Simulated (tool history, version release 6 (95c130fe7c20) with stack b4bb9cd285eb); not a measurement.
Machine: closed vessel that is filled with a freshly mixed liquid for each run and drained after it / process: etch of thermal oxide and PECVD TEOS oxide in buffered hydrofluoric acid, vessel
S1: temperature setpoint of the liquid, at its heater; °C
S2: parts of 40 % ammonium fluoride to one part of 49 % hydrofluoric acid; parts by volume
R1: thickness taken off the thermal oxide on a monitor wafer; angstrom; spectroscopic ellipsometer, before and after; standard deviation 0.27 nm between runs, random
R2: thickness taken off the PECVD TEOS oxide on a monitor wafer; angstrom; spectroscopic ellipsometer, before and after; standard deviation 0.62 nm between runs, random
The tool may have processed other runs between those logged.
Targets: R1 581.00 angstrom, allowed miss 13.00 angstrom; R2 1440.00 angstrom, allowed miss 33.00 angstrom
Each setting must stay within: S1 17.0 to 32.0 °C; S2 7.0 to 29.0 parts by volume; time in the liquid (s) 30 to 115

Run 1, hour 0.0: S1 24.0 °C, S2 18.0 parts by volume, time in the liquid (s) 60. Result: R1 396.37 angstrom, R2 982.76 angstrom.
Run 2, hour 3.8: S1 24.0 °C, S2 18.0 parts by volume, time in the liquid (s) 75. Result: R1 497.52 angstrom, R2 1219.70 angstrom.
Run 3, hour 8.5: S1 21.5 °C, S2 18.0 parts by volume, time in the liquid (s) 75. Result: R1 432.12 angstrom, R2 1067.40 angstrom.
Run 4, hour 9.5: S1 23.0 °C, S2 18.0 parts by volume, time in the liquid (s) 75. Result: R1 467.76 angstrom, R2 1156.80 angstrom.
Run 5, hour 14.0: S1 23.0 °C, S2 18.0 parts by volume, time in the liquid (s) 50. Result: R1 311.98 angstrom, R2 771.61 angstrom.
Run 6, hour 19.7: S1 23.0 °C, S2 18.0 parts by volume, time in the liquid (s) 65. Result: R1 405.74 angstrom, R2 999.25 angstrom.
Run 7, hour 23.7: S1 24.5 °C, S2 18.0 parts by volume, time in the liquid (s) 65. Result: R1 445.22 angstrom, R2 1083.60 angstrom.
Run 8, hour 28.8: S1 25.5 °C, S2 17.5 parts by volume, time in the liquid (s) 65. Result: R1 480.52 angstrom, R2 1184.50 angstrom.
Run 9, hour 32.8: S1 26.5 °C, S2 17.5 parts by volume, time in the liquid (s) 65. Result: R1 502.19 angstrom, R2 1251.30 angstrom.
Run 10, hour 38.1: S1 27.0 °C, S2 17.5 parts by volume, time in the liquid (s) 65. Result: R1 517.56 angstrom, R2 1283.70 angstrom.
Run 11, hour 43.6: S1 27.5 °C, S2 17.5 parts by volume, time in the liquid (s) 65. Result: R1 535.50 angstrom, R2 1315.30 angstrom.
Run 12, hour 52.3: S1 28.0 °C, S2 17.5 parts by volume, time in the liquid (s) 65. Result: R1 546.18 angstrom, R2 1357.40 angstrom.
Run 13, hour 55.1: S1 28.0 °C, S2 17.5 parts by volume, time in the liquid (s) 65. Result: R1 549.37 angstrom, R2 1354.50 angstrom.
Run 14, hour 60.8: S1 28.5 °C, S2 17.5 parts by volume, time in the liquid (s) 65. Result: R1 563.11 angstrom, R2 1382.10 angstrom.

Which of these 5 next moves meets every target?
Run A, hour 66.5: S1 32.0 °C, S2 17.0 parts by volume, time in the liquid (s) 50. Result: R1 ?, R2 ?.
Run B, hour 66.5: S1 25.0 °C, S2 19.0 parts by volume, time in the liquid (s) 80. Result: R1 ?, R2 ?.
Run C, hour 66.5: S1 31.0 °C, S2 16.0 parts by volume, time in the liquid (s) 50. Result: R1 ?, R2 ?.
Run D, hour 66.5: S1 29.5 °C, S2 20.5 parts by volume, time in the liquid (s) 70. Result: R1 ?, R2 ?.
Run E, hour 66.5: S1 29.5 °C, S2 18.0 parts by volume, time in the liquid (s) 65. Result: R1 ?, R2 ?.

move      R1       R2
   A  532.80  1321.80
   B  526.64  1306.60
   C  536.70  1331.50
   D  548.38  1360.50
   E  574.40  1425.00
A: moves away from the targets compared with the last run
B: moves away from the targets compared with the last run
C: moves away from the targets compared with the last run
D: moves away from the targets compared with the last run
E: meets every target
Answer: E
